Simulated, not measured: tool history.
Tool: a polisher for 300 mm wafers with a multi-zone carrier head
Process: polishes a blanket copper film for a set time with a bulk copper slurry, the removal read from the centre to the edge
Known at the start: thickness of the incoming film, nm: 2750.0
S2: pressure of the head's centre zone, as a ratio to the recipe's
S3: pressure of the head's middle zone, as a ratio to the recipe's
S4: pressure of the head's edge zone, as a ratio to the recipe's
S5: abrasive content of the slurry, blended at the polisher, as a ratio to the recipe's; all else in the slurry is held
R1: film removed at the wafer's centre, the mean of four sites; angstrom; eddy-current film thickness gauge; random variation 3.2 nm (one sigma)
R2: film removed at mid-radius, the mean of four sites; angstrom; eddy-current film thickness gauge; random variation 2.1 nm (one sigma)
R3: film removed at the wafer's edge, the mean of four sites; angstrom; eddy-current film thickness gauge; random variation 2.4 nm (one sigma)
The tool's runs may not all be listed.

{"run": 1, "hour": 0.0, "flow of slurry (ml/min)": 195, "S2": 1, "S3": 1, "S4": 1, "S5": 1, "polishing time (s)": 45, "R1": 5034.1, "R2": 4694.3, "R3": 4577.3}
{"run": 2, "hour": 5.7, "flow of slurry (ml/min)": 175, "S2": 0.94, "S3": 0.99, "S4": 1.01, "S5": 0.85, "polishing time (s)": 41, "R1": 4064.5, "R2": 4065.3, "R3": 4084.7}
{"run": 3, "hour": 11.1, "flow of slurry (ml/min)": 220, "S2": 0.94, "S3": 0.99, "S4": 1.01, "S5": 0.85, "polishing time (s)": 41, "R1": 4229.6, "R2": 4290.5, "R3": 4179}
{"run": 4, "hour": 19.6, "flow of slurry (ml/min)": 200, "S2": 0.9, "S3": 0.97, "S4": 0.99, "S5": 0.75, "polishing time (s)": 38, "R1": 3693.7, "R2": 3732.7, "R3": 3712.7}
{"run": 5, "hour": 27.7, "flow of slurry (ml/min)": 200, "S2": 0.9, "S3": 0.97, "S4": 0.94, "S5": 0.75, "polishing time (s)": 38, "R1": 3580.7, "R2": 3763.4, "R3": 3656.7}
{"hour": 35.4, "done": "centre zone pressure recalibrated"}
{"run": 6, "hour": 35.4, "flow of slurry (ml/min)": 175, "S2": 0.87, "S3": 0.96, "S4": 0.94, "S5": 0.7, "polishing time (s)": 37, "R1": 3014.8, "R2": 3502.3, "R3": 3451.9}
{"run": 7, "hour": 41.1, "flow of slurry (ml/min)": 145, "S2": 0.88, "S3": 0.86, "S4": 0.84, "S5": 0.5, "polishing time (s)": 35, "R1": 2692.7, "R2": 2841.9, "R3": 2934}
{"run": 8, "hour": 47.9, "flow of slurry (ml/min)": 140, "S2": 0.87, "S3": 0.86, "S4": 0.85, "S5": 0.5, "polishing time (s)": 35, "R1": 2684.5, "R2": 2789.4, "R3": 2947.9}

The next listed run, before its measurement:
{"run": 9, "hour": 48.7, "flow of slurry (ml/min)": 140, "S2": 0.86, "S3": 0.87, "S4": 0.85, "S5": 0.5, "polishing time (s)": 35, "R1": "?", "R2": "?", "R3": "?"}

{"run 9": {"R1": 2607.8, "R2": 2857.8, "R3": 2956.8}}
